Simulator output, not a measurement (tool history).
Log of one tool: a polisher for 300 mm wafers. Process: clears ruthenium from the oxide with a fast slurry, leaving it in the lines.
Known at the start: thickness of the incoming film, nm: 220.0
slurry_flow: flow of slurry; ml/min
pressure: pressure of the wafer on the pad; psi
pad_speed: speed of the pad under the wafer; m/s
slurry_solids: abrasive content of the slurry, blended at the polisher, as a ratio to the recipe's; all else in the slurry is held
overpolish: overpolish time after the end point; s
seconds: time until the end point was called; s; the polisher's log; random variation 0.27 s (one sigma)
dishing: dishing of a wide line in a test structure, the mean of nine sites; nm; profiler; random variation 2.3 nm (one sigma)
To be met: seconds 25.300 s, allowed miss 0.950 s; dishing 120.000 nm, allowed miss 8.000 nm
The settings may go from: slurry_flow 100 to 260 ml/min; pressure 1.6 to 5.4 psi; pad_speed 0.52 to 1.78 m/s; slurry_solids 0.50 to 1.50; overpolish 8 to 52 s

run 1 day=0.000 | slurry_flow=165 pressure=3.5 pad_speed=1.14 slurry_solids=1.00 overpolish=26 | seconds=38.094 dishing=80.795
run 2 day=0.083 | slurry_flow=165 pressure=3.5 pad_speed=1.14 slurry_solids=1.10 overpolish=26 | seconds=36.730 dishing=84.808
run 3 day=0.296 | slurry_flow=165 pressure=3.5 pad_speed=1.14 slurry_solids=0.95 overpolish=26 | seconds=38.317 dishing=80.901
run 4 day=0.425 | slurry_flow=165 pressure=3.6 pad_speed=1.14 slurry_solids=0.95 overpolish=27 | seconds=37.135 dishing=85.359
run 5 day=0.646 | slurry_flow=165 pressure=3.6 pad_speed=1.14 slurry_solids=0.95 overpolish=37 | seconds=37.202 dishing=95.099
run 6 day=0.783 | slurry_flow=165 pressure=3.7 pad_speed=1.14 slurry_solids=0.95 overpolish=37 | seconds=36.534 dishing=99.053
run 7 day=1.050 | slurry_flow=165 pressure=3.8 pad_speed=1.14 slurry_solids=0.95 overpolish=37 | seconds=35.498 dishing=101.380
run 8 day=1.121 | slurry_flow=165 pressure=3.9 pad_speed=1.14 slurry_solids=0.95 overpolish=36 | seconds=35.335 dishing=96.556
run 9 day=1.367 | slurry_flow=185 pressure=4.9 pad_speed=1.16 slurry_solids=0.95 overpolish=39 | seconds=27.282 dishing=111.160

5 next moves are on the table. One of them brings every result within its allowed miss. Which?
run A day=1.612 | slurry_flow=170 pressure=4.9 pad_speed=1.20 slurry_solids=1.05 overpolish=44 | seconds=? dishing=?
run B day=1.612 | slurry_flow=185 pressure=4.7 pad_speed=1.32 slurry_solids=1.00 overpolish=28 | seconds=? dishing=?
run C day=1.612 | slurry_flow=185 pressure=5.0 pad_speed=1.16 slurry_solids=0.65 overpolish=31 | seconds=? dishing=?
run D day=1.612 | slurry_flow=190 pressure=4.8 pad_speed=1.20 slurry_solids=0.90 overpolish=40 | seconds=? dishing=?
run E day=1.612 | slurry_flow=165 pressure=4.4 pad_speed=1.18 slurry_solids=1.10 overpolish=48 | seconds=? dishing=?

move=A seconds=25.532 dishing=118.330
move=B seconds=24.457 dishing=104.840
move=C seconds=31.083 dishing=99.099
move=D seconds=27.312 dishing=113.690
move=E seconds=28.410 dishing=117.820
A: meets every target
B: brings the result that was furthest off to its target, and leaves another outside
C: further off than the last run
D: as far off as the last run
E: further off than the last run
Answer: A
